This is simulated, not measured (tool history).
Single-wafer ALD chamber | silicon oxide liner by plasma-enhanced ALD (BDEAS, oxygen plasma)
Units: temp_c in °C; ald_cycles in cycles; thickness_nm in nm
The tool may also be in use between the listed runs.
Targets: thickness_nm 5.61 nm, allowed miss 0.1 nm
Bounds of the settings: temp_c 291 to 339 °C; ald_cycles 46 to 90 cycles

run	day	temp_c	ald_cycles	thickness_nm
1	0	315	68	6.3432
2	0.288	315	75	6.9965
3	0.488	315	81	7.5548
4	0.783	310	81	7.6868
5	0.829	312	79	7.4153
6	0.942	313	77	7.2401
7	1.121	314	75	7.0498
8	1.162	315	73	6.8228
9	1.271	316	72	6.6771
10	1.412	317	71	6.5977
11	1.733	318	70	6.59
12	1.992	318	69	6.4236
13	2.346	320	58	5.4006
14	2.4	320	59	5.4121

Which of these 4 next moves meets every target?
A	2.454	322	58	?
B	2.454	308	59	?
C	2.454	319	63	?
D	2.454	322	59	?

move	thickness_nm
A	5.3029
B	5.5187
C	5.7885
D	5.3943
A: further off than the last run
B: meets every target
C: takes the result that was furthest off past its target
D: further off than the last run
The right move is B.
